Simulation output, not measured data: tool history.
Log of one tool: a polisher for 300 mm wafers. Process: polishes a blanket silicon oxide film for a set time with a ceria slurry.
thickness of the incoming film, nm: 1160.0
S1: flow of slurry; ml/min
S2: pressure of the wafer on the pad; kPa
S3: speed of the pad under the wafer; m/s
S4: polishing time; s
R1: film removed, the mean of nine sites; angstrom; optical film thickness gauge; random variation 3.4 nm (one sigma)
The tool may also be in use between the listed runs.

run 1 hour=0 | S1=230 S2=23.4 S3=0.98 S4=52 | R1=2196.4
run 2 hour=8.4 | S1=285 S2=23.4 S3=0.98 S4=52 | R1=2279
run 3 hour=10.2 | S1=285 S2=23.4 S3=0.98 S4=52 | R1=2282.8
run 4 hour=16.4 | S1=285 S2=23.4 S3=0.98 S4=55 | R1=2395.7
run 5 hour=20.2 | S1=285 S2=29 S3=0.98 S4=55 | R1=2951.6
run 6 hour=28.3 | S1=285 S2=31 S3=0.98 S4=55 | R1=3095.6

The next listed run, before its measurement:
run 7 hour=31.1 | S1=285 S2=32.4 S3=0.98 S4=55 | R1=?

R1: 3267 angstrom

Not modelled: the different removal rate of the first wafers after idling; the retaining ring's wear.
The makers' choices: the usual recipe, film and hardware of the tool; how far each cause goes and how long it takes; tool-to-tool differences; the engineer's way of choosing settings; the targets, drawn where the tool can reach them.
